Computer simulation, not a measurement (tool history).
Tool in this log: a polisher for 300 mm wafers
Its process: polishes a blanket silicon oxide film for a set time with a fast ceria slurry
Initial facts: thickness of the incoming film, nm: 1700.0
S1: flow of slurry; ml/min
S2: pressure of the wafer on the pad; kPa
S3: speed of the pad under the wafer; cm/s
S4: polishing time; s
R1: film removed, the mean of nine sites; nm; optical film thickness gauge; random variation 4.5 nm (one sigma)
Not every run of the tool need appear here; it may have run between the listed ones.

run  hour   S1    S2   S3  S4      R1
  1     0  140  20.7  114  44  828.28
  2   5.9  140  22.8  114  44  921.58
  3   9.3  140  22.8  104  44  857.91
  4  16.2  140  17.9  104  44  678.13
  5  24.2  140  21.4  104  44   785.5
  6  25.3  140  21.4  104  44  805.81
  7  33.5  135  17.9   96  44  623.36
  8  38.9  130  15.2   92  44  514.08

Predict the results of run 9:
  9  43.3  120  9.7  90  44   ?

Logged for run 9: R1 331.69 nm.
